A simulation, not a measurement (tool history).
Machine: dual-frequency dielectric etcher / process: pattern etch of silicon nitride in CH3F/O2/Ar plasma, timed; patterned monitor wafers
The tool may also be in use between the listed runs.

run,day,source power (W),bias power (W),etch time (s),mean etch depth across the wafer (angstrom)
1,0,420,81,74,547.58
2,0.133,440,82,74,559.59
3,0.317,440,68,74,531.9
4,0.646,440,68,74,530.1
5,0.929,440,78,74,552.65
6,0.996,460,79,74,563.96

What will run 7 give?
7,1.192,470,80,74,?

Run 7 measured mean etch depth across the wafer (angstrom) 571.6.
